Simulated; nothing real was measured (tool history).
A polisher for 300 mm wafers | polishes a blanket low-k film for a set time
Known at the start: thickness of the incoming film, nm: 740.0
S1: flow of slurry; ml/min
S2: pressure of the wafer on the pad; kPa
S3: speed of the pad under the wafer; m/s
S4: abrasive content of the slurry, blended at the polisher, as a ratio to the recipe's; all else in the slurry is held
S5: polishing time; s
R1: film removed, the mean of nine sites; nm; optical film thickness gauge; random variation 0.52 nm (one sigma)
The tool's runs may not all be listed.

run  hour   S1    S2    S3  S4   S5      R1
  1     0  140  14.5  1.06   1  116  50.645
  2   1.9  140  14.5  0.86   1  116  43.548
  3   9.1  145  14.5  0.86   1  116  44.278
  4    18  150  14.5  0.86   1  116  45.026
  5    24  155  14.5  0.86   1  116  44.725
  6  26.9  155  14.5   1.1   1  116  55.591
  7  29.4  145  14.5   1.1   1  116  54.326
  8  30.9  135  14.5   1.1   1  116   52.59
  9  34.4  130  14.5   1.1   1  116  52.054

Run 10 comes next. What will it give?
 10    37  125  14.5  1.1   1  116   ?

{"run 10": {"R1": 50.85}}

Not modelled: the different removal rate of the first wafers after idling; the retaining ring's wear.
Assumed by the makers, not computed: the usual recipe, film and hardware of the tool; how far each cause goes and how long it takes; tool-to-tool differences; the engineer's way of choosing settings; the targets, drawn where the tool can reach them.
